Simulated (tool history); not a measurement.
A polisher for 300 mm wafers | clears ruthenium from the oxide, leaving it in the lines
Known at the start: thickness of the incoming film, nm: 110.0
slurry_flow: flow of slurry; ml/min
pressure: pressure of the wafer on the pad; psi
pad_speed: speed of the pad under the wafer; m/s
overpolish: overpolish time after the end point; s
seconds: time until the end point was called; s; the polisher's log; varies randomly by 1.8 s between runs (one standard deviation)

run,hour,slurry_flow,pressure,pad_speed,overpolish,seconds
1,0,220,1.5,1.1,30,99.243
2,5.9,220,1.3,1.1,30,113.66
3,14.5,220,1.2,1.1,30,122.28
4,17.7,220,1.2,1.1,30,121.91
5,20.5,220,1.2,1.1,30,122.31
6,28.5,220,1.1,1.1,30,130.41
7,30.3,220,0.8,1.08,30,186.33

Run 8 has not been measured yet. What should we expect?
8,32.5,220,0.9,1.08,30,?

seconds: 162.47 s

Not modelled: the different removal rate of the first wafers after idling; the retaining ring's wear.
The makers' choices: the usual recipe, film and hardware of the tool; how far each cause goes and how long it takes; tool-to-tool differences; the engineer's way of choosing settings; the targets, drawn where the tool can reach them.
